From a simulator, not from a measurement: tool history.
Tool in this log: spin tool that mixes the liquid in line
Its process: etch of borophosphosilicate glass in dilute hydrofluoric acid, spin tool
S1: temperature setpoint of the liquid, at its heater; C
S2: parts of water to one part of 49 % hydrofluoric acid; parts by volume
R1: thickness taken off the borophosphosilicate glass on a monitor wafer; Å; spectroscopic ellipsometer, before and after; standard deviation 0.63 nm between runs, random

{"run": 1, "day": 0.0, "S1": 23.0, "S2": 145, "time under the liquid (s)": 165, "R1": 542.91}
{"run": 2, "day": 0.242, "S1": 25.0, "S2": 140, "time under the liquid (s)": 165, "R1": 601.36}
{"run": 3, "day": 0.438, "S1": 25.0, "S2": 170, "time under the liquid (s)": 165, "R1": 478.51}
{"run": 4, "day": 0.533, "S1": 25.0, "S2": 130, "time under the liquid (s)": 165, "R1": 662.65}
{"run": 5, "day": 0.704, "S1": 28.0, "S2": 130, "time under the liquid (s)": 165, "R1": 738.69}
{"run": 6, "day": 0.942, "S1": 28.0, "S2": 130, "time under the liquid (s)": 165, "R1": 735.47}

Run 7 has not been measured yet. What should we expect?
{"run": 7, "day": 1.042, "S1": 28.5, "S2": 130, "time under the liquid (s)": 165, "R1": "?"}

{"run 7": {"R1": 761.39}}

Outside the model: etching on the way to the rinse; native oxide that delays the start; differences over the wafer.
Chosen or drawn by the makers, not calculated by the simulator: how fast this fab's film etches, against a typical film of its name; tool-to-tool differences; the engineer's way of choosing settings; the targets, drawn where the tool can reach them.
